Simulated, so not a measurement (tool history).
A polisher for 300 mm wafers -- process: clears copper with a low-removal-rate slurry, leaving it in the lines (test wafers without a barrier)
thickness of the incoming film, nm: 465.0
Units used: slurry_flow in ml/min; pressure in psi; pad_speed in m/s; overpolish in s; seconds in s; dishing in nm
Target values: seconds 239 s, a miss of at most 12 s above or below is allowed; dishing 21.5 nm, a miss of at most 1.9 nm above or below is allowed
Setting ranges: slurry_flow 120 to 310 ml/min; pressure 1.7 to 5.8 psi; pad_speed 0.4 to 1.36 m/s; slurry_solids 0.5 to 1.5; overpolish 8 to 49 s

run	day	slurry_flow	pressure	pad_speed	slurry_solids	overpolish	seconds	dishing
1	0	200	3.7	0.88	1	25	114.61	36.511
2	0.238	200	3.2	0.84	1	23	133.9	31.413
3	0.617	200	3.2	0.84	1.15	23	126.45	34.348
4	0.717	200	2.8	0.78	1.15	22	149.48	29.137
5	1.029	200	2.8	0.62	1.15	22	190.67	24.772
6	1.1	215	2.8	0.62	1.15	22	193.78	26.079
7	1.192	215	2.8	0.62	1.15	22	193.34	25.63
8	1.338	215	2.6	0.62	1.15	22	200.61	25.137
9	1.55	215	2.4	0.62	1.15	21	205.59	23.346
10	1.667	215	2.3	0.62	1.15	22	224.13	22.4

5 next moves are on the table. One of them brings every result within its allowed miss. Which?
A	1.783	140	2.5	0.7	0.85	22	?	?
B	1.783	225	2.1	0.6	1.15	23	?	?
C	1.783	260	2	0.54	1.1	24	?	?
D	1.783	210	2.5	0.48	1.15	34	?	?
E	1.783	230	2.3	0.64	1.15	20	?	?

move	seconds	dishing
A	200.4	24.114
B	232.06	22.348
C	262.11	21.086
D	257.18	27.254
E	204.65	22.18
A: its largest miss is bigger than the last run's
B: hits every target within its allowed miss
C: pushes the last run's worst result past its target
D: pushes the last run's worst result past its target
E: its largest miss is bigger than the last run's
The right move is B.
